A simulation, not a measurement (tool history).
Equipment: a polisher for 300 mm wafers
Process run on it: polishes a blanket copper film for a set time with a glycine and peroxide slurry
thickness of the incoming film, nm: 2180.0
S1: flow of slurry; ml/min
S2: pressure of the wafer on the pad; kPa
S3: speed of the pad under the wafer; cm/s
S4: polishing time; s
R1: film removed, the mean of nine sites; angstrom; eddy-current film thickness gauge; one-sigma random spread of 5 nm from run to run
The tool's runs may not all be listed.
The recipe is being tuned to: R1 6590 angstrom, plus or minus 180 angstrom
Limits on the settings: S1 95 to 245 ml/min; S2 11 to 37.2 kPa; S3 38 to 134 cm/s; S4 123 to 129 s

run 1 hour=0 | S1=155 S2=24.1 S3=86 S4=123 | R1=7554.1
run 2 hour=1.5 | S1=155 S2=24.1 S3=86 S4=123 | R1=7495.5
run 3 hour=3.1 | S1=180 S2=24.1 S3=86 S4=123 | R1=7741.7
run 4 hour=7.2 | S1=175 S2=23.4 S3=86 S4=123 | R1=7399
run 5 hour=15.7 | S1=175 S2=22.8 S3=86 S4=123 | R1=7361.9
run 6 hour=16.3 | S1=175 S2=28.3 S3=86 S4=123 | R1=8708.6
run 7 hour=22.6 | S1=170 S2=26.9 S3=86 S4=123 | R1=8272.8
run 8 hour=31.4 | S1=135 S2=20 S3=86 S4=123 | R1=6300.2
run 9 hour=33.1 | S1=140 S2=20 S3=86 S4=123 | R1=6363.9
run 10 hour=33.7 | S1=150 S2=20 S3=86 S4=123 | R1=6369

Exactly one of the 4 candidate moves below puts every result within its allowed miss. Which one?
run A hour=34.3 | S1=195 S2=17.9 S3=102 S4=123 | R1=?
run B hour=34.3 | S1=150 S2=20 S3=92 S4=128 | R1=?
run C hour=34.3 | S1=135 S2=21.4 S3=86 S4=129 | R1=?
run D hour=34.3 | S1=160 S2=22.8 S3=86 S4=123 | R1=?

move=A R1=6596.4
move=B R1=6809.3
move=C R1=6857.5
move=D R1=7105.8
A: every result lands within tolerance
B: moves the result that the last run missed by most past its target, out the other side
C: moves the result that the last run missed by most past its target, out the other side
D: moves the result that the last run missed by most past its target, out the other side
So the answer is move A, the one that meets all the targets.

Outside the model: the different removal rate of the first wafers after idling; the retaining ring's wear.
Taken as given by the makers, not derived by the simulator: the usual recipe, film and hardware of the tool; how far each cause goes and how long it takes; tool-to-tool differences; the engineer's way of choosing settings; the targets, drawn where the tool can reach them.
